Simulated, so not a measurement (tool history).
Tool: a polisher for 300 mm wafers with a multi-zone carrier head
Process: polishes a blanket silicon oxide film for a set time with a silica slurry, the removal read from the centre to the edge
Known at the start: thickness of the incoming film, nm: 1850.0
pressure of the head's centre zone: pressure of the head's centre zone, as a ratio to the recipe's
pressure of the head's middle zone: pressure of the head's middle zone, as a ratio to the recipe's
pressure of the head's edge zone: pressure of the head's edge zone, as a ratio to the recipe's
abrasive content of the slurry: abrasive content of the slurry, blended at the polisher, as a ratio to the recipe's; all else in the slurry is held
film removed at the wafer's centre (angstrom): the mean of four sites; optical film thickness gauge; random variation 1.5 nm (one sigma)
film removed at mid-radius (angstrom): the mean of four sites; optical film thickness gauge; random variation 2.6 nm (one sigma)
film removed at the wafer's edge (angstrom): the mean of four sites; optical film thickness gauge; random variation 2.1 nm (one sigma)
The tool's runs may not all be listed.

run	hour	flow of slurry (ml/min)	pressure of the head's centre zone	pressure of the head's middle zone	pressure of the head's edge zone	abrasive content of the slurry	polishing time (s)	film removed at the wafer's centre (angstrom)	film removed at mid-radius (angstrom)	film removed at the wafer's edge (angstrom)
1	0	175	1	1	1	1	58	1675.8	1714.2	1565.8
2	3	175	1	1	1	1.1	58	1776.8	1780.9	1666.7
3	10.7	175	1.04	1	1	1.1	58	1805.1	1778	1681.4
4	13.9	175	1.04	1	1	1.1	67	2144.1	2090	1911.7
5	15	185	1.03	1.01	1.05	1.1	67	2133.3	2110.1	1997
6	18.5	195	1.03	1.02	1.07	1.1	67	2143.6	2180	2063.4
7	20.9	200	1.03	1.02	1.08	1.1	67	2146.9	2074.2	2047.7

The next listed run, before its measurement:
8	27.5	200	1.03	1.02	1.08	1.1	67	?	?	?

{"run 8": {"film removed at the wafer's centre (angstrom)": 2162, "film removed at mid-radius (angstrom)": 2152.8, "film removed at the wafer's edge (angstrom)": 2041.6}}
